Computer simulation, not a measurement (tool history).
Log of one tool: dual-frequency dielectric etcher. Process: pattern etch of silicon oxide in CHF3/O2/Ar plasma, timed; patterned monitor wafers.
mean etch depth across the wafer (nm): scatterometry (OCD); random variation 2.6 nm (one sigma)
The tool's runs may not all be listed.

run  hour  source power (kW)  bias power (kW)  etch time (s)  mean etch depth across the wafer (nm)
  1     0               0.47            0.178          271.5                                 481.67
  2     7                0.4            0.178          271.5                                 447.67
  3  14.9               0.38            0.177          271.5                                 428.92
  4  20.9               0.42            0.177          271.5                                 452.13
  5  22.1               0.49            0.177          271.5                                 488.72
  6  27.1               0.45            0.174            271                                  462.4
  7  29.4               0.42            0.173            271                                 450.19

Forecast run 8:
  8  36.4                0.4            0.172            271                                      ?

{"run 8": {"mean etch depth across the wafer (nm)": 437.02}}
